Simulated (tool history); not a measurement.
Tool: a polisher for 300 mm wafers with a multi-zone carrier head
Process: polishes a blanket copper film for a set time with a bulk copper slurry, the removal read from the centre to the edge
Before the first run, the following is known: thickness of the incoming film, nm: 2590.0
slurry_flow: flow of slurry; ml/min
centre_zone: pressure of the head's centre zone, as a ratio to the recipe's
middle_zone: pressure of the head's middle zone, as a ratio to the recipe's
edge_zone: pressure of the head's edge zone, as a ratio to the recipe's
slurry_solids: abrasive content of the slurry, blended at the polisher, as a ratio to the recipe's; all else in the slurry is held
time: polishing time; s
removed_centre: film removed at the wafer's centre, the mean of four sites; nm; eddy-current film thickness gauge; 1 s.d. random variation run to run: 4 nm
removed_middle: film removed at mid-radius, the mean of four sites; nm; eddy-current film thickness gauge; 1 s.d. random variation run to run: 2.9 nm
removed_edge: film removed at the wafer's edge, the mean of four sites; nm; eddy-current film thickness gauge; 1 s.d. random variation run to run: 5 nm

run    day  slurry_flow  centre_zone  middle_zone  edge_zone  slurry_solids  time  removed_centre  removed_middle  removed_edge
  1  0.000          250         1.00         1.00       1.00           1.00    56          460.73          472.58        474.92
  2  0.262          215         1.00         1.00       1.00           1.00    56          453.37          459.47        453.69
  3  0.546          205         1.02         0.95       1.00           0.90    55          439.73          412.19        446.43
  4  0.808          195         1.04         0.93       0.97           0.80    54          414.45          374.09        405.46
  5  0.879          195         1.04         0.93       1.00           0.80    54          415.16          382.99        420.40
  6  0.958          195         1.04         1.02       1.00           0.80    54          419.68          415.25        421.78
  7  1.329          185         1.14         0.92       0.94           0.55    51          377.68          315.87        332.76

Forecast run 8:
  8  1.467          190         1.15         0.91       0.97           0.55    51               ?               ?             ?

{"run 8": {"removed_centre": 385.55, "removed_middle": 313.57, "removed_edge": 343.37}}

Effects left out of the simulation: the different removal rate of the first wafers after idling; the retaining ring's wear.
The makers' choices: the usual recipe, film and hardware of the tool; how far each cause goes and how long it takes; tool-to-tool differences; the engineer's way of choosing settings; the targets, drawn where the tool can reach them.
